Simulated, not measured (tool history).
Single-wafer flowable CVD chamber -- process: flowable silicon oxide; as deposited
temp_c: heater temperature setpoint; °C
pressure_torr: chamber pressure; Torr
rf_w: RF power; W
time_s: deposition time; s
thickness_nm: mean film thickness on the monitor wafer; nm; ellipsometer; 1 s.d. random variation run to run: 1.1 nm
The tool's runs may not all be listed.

{"run": 1, "hour": 0.0, "temp_c": 95, "pressure_torr": 0.985, "rf_w": 1515, "time_s": 487, "thickness_nm": 435.35}
{"run": 2, "hour": 1.5, "temp_c": 95, "pressure_torr": 0.985, "rf_w": 1515, "time_s": 487, "thickness_nm": 431.63}
{"run": 3, "hour": 8.0, "temp_c": 95, "pressure_torr": 0.912, "rf_w": 1515, "time_s": 487, "thickness_nm": 403.2}
{"run": 4, "hour": 15.1, "temp_c": 89, "pressure_torr": 0.912, "rf_w": 1515, "time_s": 487, "thickness_nm": 504.47}
{"run": 5, "hour": 20.1, "temp_c": 89, "pressure_torr": 0.912, "rf_w": 1515, "time_s": 487, "thickness_nm": 501.46}
{"run": 6, "hour": 22.3, "temp_c": 89, "pressure_torr": 0.912, "rf_w": 1650, "time_s": 487, "thickness_nm": 516.9}
{"run": 7, "hour": 27.6, "temp_c": 91, "pressure_torr": 0.912, "rf_w": 1650, "time_s": 487, "thickness_nm": 483.1}
{"run": 8, "hour": 30.4, "temp_c": 92, "pressure_torr": 0.912, "rf_w": 1650, "time_s": 487, "thickness_nm": 465.35}

Run 9 comes next. What will it give?
{"run": 9, "hour": 33.1, "temp_c": 99, "pressure_torr": 0.911, "rf_w": 1650, "time_s": 487, "thickness_nm": "?"}

{"run 9": {"thickness_nm": 357.04}}
